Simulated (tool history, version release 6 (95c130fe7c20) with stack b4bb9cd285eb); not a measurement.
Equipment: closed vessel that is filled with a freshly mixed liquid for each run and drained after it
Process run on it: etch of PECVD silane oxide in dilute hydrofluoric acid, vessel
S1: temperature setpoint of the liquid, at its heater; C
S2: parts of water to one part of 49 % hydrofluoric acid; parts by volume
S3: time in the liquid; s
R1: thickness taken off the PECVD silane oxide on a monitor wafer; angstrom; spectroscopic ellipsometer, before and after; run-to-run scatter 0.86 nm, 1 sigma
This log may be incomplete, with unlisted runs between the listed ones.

run,hour,S1,S2,S3,R1
1,0,21,55,120,344.44
2,3.8,22,50,120,395.61
3,5.7,22,50,120,404.8
4,13,22,50,130,436.25
5,21.2,23,45,130,497.56
6,28.8,24,40,130,591.31
7,30.1,24.5,40,130,608.06
8,38.9,24.5,40,130,603.91
9,45.1,25,40,130,619.29
10,46.6,25.5,40,130,631.64
11,54.4,29,20,130,1490.2
12,60.9,29,20,130,1518
13,68.6,28,20,130,1444

What does the tool deliver on the next run?
# hour 73: hydrofluoric acid flow meter replaced
14,73,27,20,130,?

R1: 1481.7 angstrom
